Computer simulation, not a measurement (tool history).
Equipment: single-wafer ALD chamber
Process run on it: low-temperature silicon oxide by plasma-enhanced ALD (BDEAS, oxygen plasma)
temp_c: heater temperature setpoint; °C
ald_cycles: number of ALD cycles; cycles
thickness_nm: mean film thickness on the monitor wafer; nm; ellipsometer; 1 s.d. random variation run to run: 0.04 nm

{"run": 1, "hour": 0.0, "temp_c": 100, "ald_cycles": 51, "thickness_nm": 7.288}
{"run": 2, "hour": 8.3, "temp_c": 100, "ald_cycles": 47, "thickness_nm": 6.6854}
{"run": 3, "hour": 17.2, "temp_c": 97, "ald_cycles": 52, "thickness_nm": 7.4627}
{"run": 4, "hour": 23.6, "temp_c": 95, "ald_cycles": 55, "thickness_nm": 7.9352}
{"run": 5, "hour": 32.1, "temp_c": 94, "ald_cycles": 58, "thickness_nm": 8.4161}
{"run": 6, "hour": 39.3, "temp_c": 93, "ald_cycles": 60, "thickness_nm": 8.6712}
{"run": 7, "hour": 41.6, "temp_c": 92, "ald_cycles": 61, "thickness_nm": 8.9536}

Run 8, settings as shown, results not yet in. Your forecast:
{"run": 8, "hour": 46.8, "temp_c": 91, "ald_cycles": 62, "thickness_nm": "?"}

thickness_nm: 9.0560 nm
